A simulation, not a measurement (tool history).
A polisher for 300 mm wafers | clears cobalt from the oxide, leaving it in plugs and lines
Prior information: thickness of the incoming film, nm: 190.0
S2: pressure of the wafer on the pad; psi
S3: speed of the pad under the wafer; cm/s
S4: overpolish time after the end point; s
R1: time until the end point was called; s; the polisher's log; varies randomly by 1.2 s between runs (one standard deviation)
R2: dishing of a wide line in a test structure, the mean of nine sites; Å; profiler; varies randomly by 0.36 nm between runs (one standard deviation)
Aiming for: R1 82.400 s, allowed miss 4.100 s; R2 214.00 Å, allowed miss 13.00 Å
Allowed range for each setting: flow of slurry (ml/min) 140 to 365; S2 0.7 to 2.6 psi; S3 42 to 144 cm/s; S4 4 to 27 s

{"run": 1, "hour": 0.0, "flow of slurry (ml/min)": 235, "S2": 1.6, "S3": 92, "S4": 14, "R1": 46.604, "R2": 323.84}
{"run": 2, "hour": 7.0, "flow of slurry (ml/min)": 235, "S2": 1.6, "S3": 106, "S4": 14, "R1": 42.274, "R2": 352.56}
{"run": 3, "hour": 9.2, "flow of slurry (ml/min)": 235, "S2": 2.0, "S3": 106, "S4": 14, "R1": 35.241, "R2": 392.43}
{"run": 4, "hour": 16.5, "flow of slurry (ml/min)": 200, "S2": 2.0, "S3": 106, "S4": 14, "R1": 36.31, "R2": 392.46}
{"run": 5, "hour": 17.5, "flow of slurry (ml/min)": 200, "S2": 1.9, "S3": 102, "S4": 14, "R1": 39.377, "R2": 368.37}
{"run": 6, "hour": 23.3, "flow of slurry (ml/min)": 200, "S2": 1.8, "S3": 100, "S4": 14, "R1": 41.908, "R2": 366.56}
{"run": 7, "hour": 30.0, "flow of slurry (ml/min)": 200, "S2": 1.7, "S3": 98, "S4": 14, "R1": 43.628, "R2": 355.53}
{"run": 8, "hour": 34.9, "flow of slurry (ml/min)": 200, "S2": 1.6, "S3": 94, "S4": 14, "R1": 47.065, "R2": 332.86}
{"run": 9, "hour": 35.6, "flow of slurry (ml/min)": 200, "S2": 1.5, "S3": 92, "S4": 14, "R1": 48.983, "R2": 320.37}
{"run": 10, "hour": 39.1, "flow of slurry (ml/min)": 200, "S2": 1.4, "S3": 88, "S4": 14, "R1": 54.511, "R2": 301.46}
{"run": 11, "hour": 40.9, "flow of slurry (ml/min)": 200, "S2": 1.3, "S3": 86, "S4": 14, "R1": 59.13, "R2": 292.92}
{"run": 12, "hour": 42.3, "flow of slurry (ml/min)": 200, "S2": 0.8, "S3": 82, "S4": 10, "R1": 80.849, "R2": 172.6}

Exercise: of the 5 proposed moves below, exactly one satisfies all targets within the stated allowed misses. Which move is it?
{"run": "A", "hour": 43.7, "flow of slurry (ml/min)": 250, "S2": 0.7, "S3": 82, "S4": 13, "R1": "?", "R2": "?"}
{"run": "B", "hour": 43.7, "flow of slurry (ml/min)": 160, "S2": 0.9, "S3": 72, "S4": 16, "R1": "?", "R2": "?"}
{"run": "C", "hour": 43.7, "flow of slurry (ml/min)": 235, "S2": 1.0, "S3": 70, "S4": 8, "R1": "?", "R2": "?"}
{"run": "D", "hour": 43.7, "flow of slurry (ml/min)": 155, "S2": 0.7, "S3": 86, "S4": 7, "R1": "?", "R2": "?"}
{"run": "E", "hour": 43.7, "flow of slurry (ml/min)": 205, "S2": 0.8, "S3": 80, "S4": 15, "R1": "?", "R2": "?"}

move=A R1=81.327 R2=211.26
move=B R1=84.544 R2=240.49
move=C R1=77.773 R2=146.85
move=D R1=83.059 R2=123.47
move=E R1=79.616 R2=239.63
A: all results in spec
B: carries the result that was furthest off beyond its target, to the other side
C: moves away from the targets compared with the last run
D: moves away from the targets compared with the last run
E: carries the result that was furthest off beyond its target, to the other side
Move A is the one to make.
